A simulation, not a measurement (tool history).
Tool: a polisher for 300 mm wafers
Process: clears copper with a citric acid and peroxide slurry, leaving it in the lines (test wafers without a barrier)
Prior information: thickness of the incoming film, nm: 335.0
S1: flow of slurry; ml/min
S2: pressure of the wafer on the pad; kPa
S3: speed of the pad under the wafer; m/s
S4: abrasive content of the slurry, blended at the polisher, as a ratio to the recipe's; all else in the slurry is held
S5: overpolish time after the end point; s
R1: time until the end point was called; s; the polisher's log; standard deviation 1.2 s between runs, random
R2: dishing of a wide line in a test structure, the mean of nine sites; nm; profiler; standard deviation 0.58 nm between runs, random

| run | day | S1 | S2 | S3 | S4 | S5 | R1 | R2 |
|---|---|---|---|---|---|---|---|---|
| 1 | 0.000 | 170 | 28.3 | 0.94 | 1.0 | 20 | 105.45 | 38.987 |
| 2 | 0.046 | 190 | 28.3 | 0.94 | 1.0 | 20 | 104.14 | 40.020 |
| 3 | 0.100 | 185 | 26.9 | 0.94 | 1.0 | 22 | 109.80 | 40.071 |
| 4 | 0.425 | 220 | 26.9 | 0.94 | 1.0 | 22 | 108.99 | 41.338 |
| 5 | 0.608 | 220 | 26.9 | 0.94 | 1.0 | 19 | 107.48 | 36.083 |
| 6 | 0.696 | 220 | 26.2 | 0.94 | 1.0 | 21 | 112.34 | 38.751 |

Run 7 has not been measured yet. What should we expect?
| 7 | 0.796 | 220 | 25.5 | 0.94 | 1.0 | 23 | ? | ? |

R1: 111.95 s
R2: 40.661 nm

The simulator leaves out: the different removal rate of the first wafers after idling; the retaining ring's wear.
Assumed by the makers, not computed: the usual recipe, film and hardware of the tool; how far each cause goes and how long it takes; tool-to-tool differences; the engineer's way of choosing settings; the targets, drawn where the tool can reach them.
